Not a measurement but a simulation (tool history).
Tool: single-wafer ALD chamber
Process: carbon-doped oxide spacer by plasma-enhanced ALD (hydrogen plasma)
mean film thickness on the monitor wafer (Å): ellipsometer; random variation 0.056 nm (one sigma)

| run | day | heater temperature setpoint (deg C) | number of ALD cycles (cycles) | mean film thickness on the monitor wafer (Å) |
|---|---|---|---|---|
| 1 | 0.000 | 415 | 545 | 237.99 |
| 2 | 0.412 | 419 | 545 | 234.98 |
| 3 | 0.704 | 410 | 545 | 242.30 |
| 4 | 0.808 | 419 | 545 | 235.61 |
| 5 | 1.150 | 415 | 545 | 238.02 |
| 6 | 1.217 | 418 | 537 | 231.79 |

Run 7 comes next. What will it give?
| 7 | 1.621 | 418 | 537 | ? |

{"run 7": {"mean film thickness on the monitor wafer (Å)": 234.01}}

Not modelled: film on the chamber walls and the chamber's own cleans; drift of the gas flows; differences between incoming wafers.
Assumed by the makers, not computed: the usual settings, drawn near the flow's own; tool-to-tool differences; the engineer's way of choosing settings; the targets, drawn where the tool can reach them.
